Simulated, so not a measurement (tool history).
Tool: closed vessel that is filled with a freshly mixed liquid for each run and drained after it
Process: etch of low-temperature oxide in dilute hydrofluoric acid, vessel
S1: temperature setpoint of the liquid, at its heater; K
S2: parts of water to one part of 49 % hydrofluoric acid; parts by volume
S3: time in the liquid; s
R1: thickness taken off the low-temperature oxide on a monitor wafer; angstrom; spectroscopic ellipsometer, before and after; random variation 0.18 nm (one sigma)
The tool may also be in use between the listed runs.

run 1 day=0.000 | S1=299.15 S2=90 S3=95 | R1=129.020
run 2 day=0.238 | S1=299.15 S2=110 S3=95 | R1=103.700
run 3 day=0.579 | S1=299.15 S2=140 S3=95 | R1=78.079
run 4 day=0.671 | S1=299.15 S2=140 S3=100 | R1=82.598
run 5 day=1.017 | S1=299.15 S2=140 S3=95 | R1=78.924
run 6 day=1.171 | S1=299.15 S2=125 S3=95 | R1=89.204
run 7 day=1.262 | S1=301.15 S2=100 S3=95 | R1=125.090
run 8 day=1.438 | S1=302.65 S2=80 S3=95 | R1=168.020
run 9 day=1.633 | S1=303.65 S2=65 S3=95 | R1=220.920
run 10 day=1.742 | S1=304.65 S2=55 S3=95 | R1=277.780
run 11 day=1.904 | S1=305.15 S2=50 S3=95 | R1=311.890
run 12 day=2.138 | S1=305.65 S2=50 S3=95 | R1=319.930
run 13 day=2.396 | S1=306.15 S2=50 S3=95 | R1=325.940

Forecast run 14:
run 14 day=2.521 | S1=306.65 S2=45 S3=95 | R1=?

Run 14 gave R1 372.570 angstrom.
